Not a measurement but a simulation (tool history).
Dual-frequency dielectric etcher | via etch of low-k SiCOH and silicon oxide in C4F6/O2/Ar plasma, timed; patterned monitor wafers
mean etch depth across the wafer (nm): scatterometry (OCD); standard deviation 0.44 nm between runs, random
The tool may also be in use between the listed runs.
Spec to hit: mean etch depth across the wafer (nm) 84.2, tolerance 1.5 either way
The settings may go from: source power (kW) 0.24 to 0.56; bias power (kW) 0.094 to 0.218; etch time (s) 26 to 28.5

run	hour	source power (kW)	bias power (kW)	etch time (s)	mean etch depth across the wafer (nm)
1	0	0.4	0.156	28.5	73.583
2	8.3	0.4	0.156	26	67.047
3	16.1	0.42	0.16	26	69.525
4	21.6	0.4	0.16	26	68.082
5	28.7	0.42	0.164	26	69.516
6	36.7	0.42	0.141	26	66.296
7	38.3	0.43	0.147	26	67.432
8	43.9	0.44	0.154	26	69.487
9	47.6	0.45	0.159	26	70.294
10	54.7	0.46	0.165	26	72.196
11	55.8	0.47	0.169	26	73.163

Which of these 5 next moves meets every target?
A	56.9	0.42	0.162	28.5	?
B	56.9	0.52	0.165	28	?
C	56.9	0.56	0.166	26.5	?
D	56.9	0.48	0.186	26.5	?
E	56.9	0.47	0.189	28.5	?

move	mean etch depth across the wafer (nm)
A	76.736
B	81.506
C	79.29
D	78.443
E	84.27
A: closer than the last run, but not yet in spec
B: closer than the last run, but not yet in spec
C: closer than the last run, but not yet in spec
D: closer than the last run, but not yet in spec
E: every result within its allowed miss
Move E is the one to make.
